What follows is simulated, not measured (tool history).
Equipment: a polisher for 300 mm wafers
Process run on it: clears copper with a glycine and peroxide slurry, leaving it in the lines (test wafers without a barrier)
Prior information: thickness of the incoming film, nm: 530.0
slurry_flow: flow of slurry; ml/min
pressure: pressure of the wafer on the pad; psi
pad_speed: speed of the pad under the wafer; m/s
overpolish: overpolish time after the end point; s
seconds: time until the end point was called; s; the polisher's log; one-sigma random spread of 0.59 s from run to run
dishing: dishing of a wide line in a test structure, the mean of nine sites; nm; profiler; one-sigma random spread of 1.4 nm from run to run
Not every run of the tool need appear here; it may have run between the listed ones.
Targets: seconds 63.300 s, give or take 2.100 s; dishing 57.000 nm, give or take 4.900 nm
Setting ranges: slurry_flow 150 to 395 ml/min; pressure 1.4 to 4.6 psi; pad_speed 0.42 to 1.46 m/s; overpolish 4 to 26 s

run	day	slurry_flow	pressure	pad_speed	overpolish	seconds	dishing
1	0.000	250	3.0	0.94	13	102.910	51.395
2	0.104	250	2.7	0.94	13	112.600	47.128
3	0.183	250	2.7	0.94	10	113.140	37.278
4	0.375	220	2.7	0.94	10	111.710	37.615
5	0.583	220	2.7	0.94	7	113.070	28.828
6	0.892	220	3.1	0.96	8	99.897	34.083
7	1.142	220	3.5	0.98	9	87.893	42.870
8	1.325	220	3.8	1.00	9	79.785	49.085
9	1.450	235	4.6	1.02	7	65.319	44.639
10	1.567	235	4.6	1.04	8	65.278	50.346
11	1.842	235	4.6	1.06	8	64.571	53.642
12	1.946	235	4.6	1.08	8	62.841	55.103
13	2.117	230	4.6	1.08	8	62.765	51.110
14	2.408	230	4.6	1.08	8	63.619	53.289

Next run, 4 choices. One meets every target within its allowed miss, the rest don't. Which?
A	2.700	255	4.6	1.12	7	?	?
B	2.700	185	4.0	1.28	7	?	?
C	2.700	260	4.6	1.06	9	?	?
D	2.700	260	4.3	1.18	7	?	?

move	seconds	dishing
A	60.386	49.661
B	62.335	48.057
C	63.340	59.081
D	61.126	49.024
A: further off than the last run
B: further off than the last run
C: hits every target within its allowed miss
D: further off than the last run
The right move is C.
